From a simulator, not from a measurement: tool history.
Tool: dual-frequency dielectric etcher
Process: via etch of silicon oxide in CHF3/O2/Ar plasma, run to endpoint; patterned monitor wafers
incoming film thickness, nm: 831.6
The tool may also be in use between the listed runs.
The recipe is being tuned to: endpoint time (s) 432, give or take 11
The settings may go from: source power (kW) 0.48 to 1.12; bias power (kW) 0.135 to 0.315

{"run": 1, "day": 0.0, "source power (kW)": 0.8, "bias power (kW)": 0.225, "endpoint time (s)": 354.25}
{"run": 2, "day": 0.317, "source power (kW)": 0.8, "bias power (kW)": 0.264, "endpoint time (s)": 323.47}
{"run": 3, "day": 0.529, "source power (kW)": 0.77, "bias power (kW)": 0.257, "endpoint time (s)": 331.4}
{"run": 4, "day": 0.592, "source power (kW)": 0.77, "bias power (kW)": 0.227, "endpoint time (s)": 347.81}
{"run": 5, "day": 0.967, "source power (kW)": 0.67, "bias power (kW)": 0.227, "endpoint time (s)": 370.15}
{"run": 6, "day": 1.25, "source power (kW)": 0.54, "bias power (kW)": 0.227, "endpoint time (s)": 395.71}
{"run": 7, "day": 1.438, "source power (kW)": 0.53, "bias power (kW)": 0.224, "endpoint time (s)": 400.98}
{"day": 1.562, "done": "bias power generator calibrated"}
{"run": 8, "day": 1.562, "source power (kW)": 0.52, "bias power (kW)": 0.221, "endpoint time (s)": 403.36}
{"run": 9, "day": 1.842, "source power (kW)": 0.52, "bias power (kW)": 0.218, "endpoint time (s)": 404.1}
{"run": 10, "day": 2.204, "source power (kW)": 0.52, "bias power (kW)": 0.215, "endpoint time (s)": 407.21}
{"run": 11, "day": 2.238, "source power (kW)": 0.52, "bias power (kW)": 0.213, "endpoint time (s)": 407.2}
{"run": 12, "day": 2.542, "source power (kW)": 0.52, "bias power (kW)": 0.21, "endpoint time (s)": 410.26}

Exercise: of the 4 proposed moves below, exactly one satisfies all targets within the stated allowed misses. Which move is it?
{"run": "A", "day": 2.846, "source power (kW)": 0.48, "bias power (kW)": 0.178, "endpoint time (s)": "?"}
{"run": "B", "day": 2.846, "source power (kW)": 0.49, "bias power (kW)": 0.173, "endpoint time (s)": "?"}
{"run": "C", "day": 2.846, "source power (kW)": 0.48, "bias power (kW)": 0.187, "endpoint time (s)": "?"}
{"run": "D", "day": 2.846, "source power (kW)": 0.52, "bias power (kW)": 0.187, "endpoint time (s)": "?"}

move=A endpoint_time_(s)=457.82
move=B endpoint_time_(s)=462.43
move=C endpoint_time_(s)=445.29
move=D endpoint_time_(s)=434.67
A: takes the result that was furthest off past its target
B: takes the result that was furthest off past its target
C: takes the result that was furthest off past its target
D: all results land within tolerance of their targets
Move D is the one to make.
